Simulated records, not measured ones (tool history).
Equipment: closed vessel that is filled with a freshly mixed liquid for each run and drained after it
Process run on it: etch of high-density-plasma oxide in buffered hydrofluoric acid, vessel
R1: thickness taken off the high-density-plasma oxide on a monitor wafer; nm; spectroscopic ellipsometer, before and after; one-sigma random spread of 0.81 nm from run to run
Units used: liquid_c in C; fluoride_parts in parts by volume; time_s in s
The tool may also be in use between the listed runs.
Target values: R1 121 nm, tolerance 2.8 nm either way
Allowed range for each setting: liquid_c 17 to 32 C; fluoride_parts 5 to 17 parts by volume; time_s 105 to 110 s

{"run": 1, "hour": 0.0, "liquid_c": 25, "fluoride_parts": 10.5, "time_s": 105, "R1": 176.09}
{"run": 2, "hour": 3.6, "liquid_c": 25, "fluoride_parts": 11.5, "time_s": 105, "R1": 161.32}
{"run": 3, "hour": 4.3, "liquid_c": 26.5, "fluoride_parts": 11.5, "time_s": 105, "R1": 174.37}
{"run": 4, "hour": 10.2, "liquid_c": 25, "fluoride_parts": 11.5, "time_s": 105, "R1": 161.22}
{"run": 5, "hour": 18.2, "liquid_c": 24, "fluoride_parts": 11.5, "time_s": 105, "R1": 152.41}
{"run": 6, "hour": 22.2, "liquid_c": 23, "fluoride_parts": 11.5, "time_s": 105, "R1": 145.01}
{"run": 7, "hour": 25.3, "liquid_c": 22, "fluoride_parts": 11.5, "time_s": 105, "R1": 137.51}
{"run": 8, "hour": 32.5, "liquid_c": 19, "fluoride_parts": 11.5, "time_s": 105, "R1": 116.19}

Pick the move, out of 4, that brings all results within their allowed miss; only one does.
{"run": "A", "hour": 39.7, "liquid_c": 17.5, "fluoride_parts": 11, "time_s": 105, "R1": "?"}
{"run": "B", "hour": 39.7, "liquid_c": 21.5, "fluoride_parts": 14, "time_s": 105, "R1": "?"}
{"run": "C", "hour": 39.7, "liquid_c": 18, "fluoride_parts": 11.5, "time_s": 105, "R1": "?"}
{"run": "D", "hour": 39.7, "liquid_c": 17.5, "fluoride_parts": 10.5, "time_s": 110, "R1": "?"}

move=A R1=111.39
move=B R1=110.14
move=C R1=109.73
move=D R1=122.11
A: its largest miss is bigger than the last run's
B: its largest miss is bigger than the last run's
C: its largest miss is bigger than the last run's
D: all results in spec
D is the move that brings every result within its allowed miss.

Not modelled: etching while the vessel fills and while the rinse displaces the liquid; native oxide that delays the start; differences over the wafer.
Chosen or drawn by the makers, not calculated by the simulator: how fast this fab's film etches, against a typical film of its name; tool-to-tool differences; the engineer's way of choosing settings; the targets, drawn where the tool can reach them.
